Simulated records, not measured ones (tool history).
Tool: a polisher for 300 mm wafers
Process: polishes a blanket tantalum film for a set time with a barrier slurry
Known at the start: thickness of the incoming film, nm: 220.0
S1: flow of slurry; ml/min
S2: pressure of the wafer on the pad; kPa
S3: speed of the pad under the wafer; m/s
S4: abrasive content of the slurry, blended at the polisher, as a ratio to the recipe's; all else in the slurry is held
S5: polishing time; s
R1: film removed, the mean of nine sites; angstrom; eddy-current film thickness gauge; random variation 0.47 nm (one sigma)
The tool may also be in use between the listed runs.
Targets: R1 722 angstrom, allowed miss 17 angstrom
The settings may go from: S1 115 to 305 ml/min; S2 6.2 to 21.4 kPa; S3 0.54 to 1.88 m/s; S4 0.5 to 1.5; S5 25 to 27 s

{"run": 1, "day": 0.0, "S1": 195, "S2": 13.8, "S3": 1.2, "S4": 1, "S5": 27, "R1": 559.72}
{"run": 2, "day": 0.346, "S1": 195, "S2": 17.2, "S3": 1.2, "S4": 1, "S5": 27, "R1": 641.86}
{"run": 3, "day": 0.646, "S1": 205, "S2": 17.9, "S3": 1.2, "S4": 1, "S5": 27, "R1": 671.24}
{"run": 4, "day": 0.912, "S1": 205, "S2": 15.2, "S3": 1.2, "S4": 1, "S5": 27, "R1": 592.83}
{"run": 5, "day": 1.212, "S1": 205, "S2": 17.9, "S3": 1.2, "S4": 1, "S5": 27, "R1": 670.74}
{"run": 6, "day": 1.492, "S1": 205, "S2": 17.9, "S3": 1.2, "S4": 0.9, "S5": 27, "R1": 655.7}
{"run": 7, "day": 1.788, "S1": 215, "S2": 18.6, "S3": 1.2, "S4": 0.9, "S5": 27, "R1": 671.36}
{"run": 8, "day": 2.046, "S1": 215, "S2": 19.3, "S3": 1.2, "S4": 0.9, "S5": 27, "R1": 685.24}

4 next moves are on the table. One of them brings every result within its allowed miss. Which?
{"run": "A", "day": 2.304, "S1": 235, "S2": 20, "S3": 1.24, "S4": 0.75, "S5": 26, "R1": "?"}
{"run": "B", "day": 2.304, "S1": 210, "S2": 17.9, "S3": 1.3, "S4": 0.95, "S5": 26, "R1": "?"}
{"run": "C", "day": 2.304, "S1": 190, "S2": 20.7, "S3": 1.3, "S4": 0.65, "S5": 26, "R1": "?"}
{"run": "D", "day": 2.304, "S1": 190, "S2": 18.6, "S3": 1.38, "S4": 0.95, "S5": 25, "R1": "?"}

move=A R1=671.16
move=B R1=686.26
move=C R1=670.38
move=D R1=709.25
A: further off than the last run
B: as far off as the last run
C: further off than the last run
D: meets every target
Answer: D

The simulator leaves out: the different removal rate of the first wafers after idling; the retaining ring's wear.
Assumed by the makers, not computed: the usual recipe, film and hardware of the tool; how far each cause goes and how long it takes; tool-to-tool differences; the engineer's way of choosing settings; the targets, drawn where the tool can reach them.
